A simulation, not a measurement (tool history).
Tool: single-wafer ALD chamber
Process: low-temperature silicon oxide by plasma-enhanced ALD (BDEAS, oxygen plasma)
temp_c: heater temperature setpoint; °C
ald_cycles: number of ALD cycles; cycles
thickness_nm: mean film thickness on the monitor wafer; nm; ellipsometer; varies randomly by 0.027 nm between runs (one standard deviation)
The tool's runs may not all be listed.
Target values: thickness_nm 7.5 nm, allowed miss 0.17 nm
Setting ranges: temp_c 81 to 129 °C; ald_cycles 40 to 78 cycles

run	day	temp_c	ald_cycles	thickness_nm
1	0	105	59	9.3548
2	0.375	101	59	9.4281
3	0.721	109	59	9.3634
4	0.988	109	55	8.7126
5	1.088	101	55	8.8447
# day 1.362: thermocouple changed; heater temperature recalibrated
6	1.362	102	52	8.3927
7	1.579	103	50	8.0879
8	1.7	103	49	7.8804
9	2	103	48	7.7385

Pick the move, out of 4, that brings all results within their allowed miss; only one does.
A	2.3	103	50	?
B	2.3	108	44	?
C	2.3	107	47	?
D	2.3	102	44	?

move	thickness_nm
A	8.1078
B	7.0684
C	7.5646
D	7.1481
A: misses by more than the last run did
B: takes the result that was furthest off past its target
C: meets every target
D: takes the result that was furthest off past its target
Answer: C
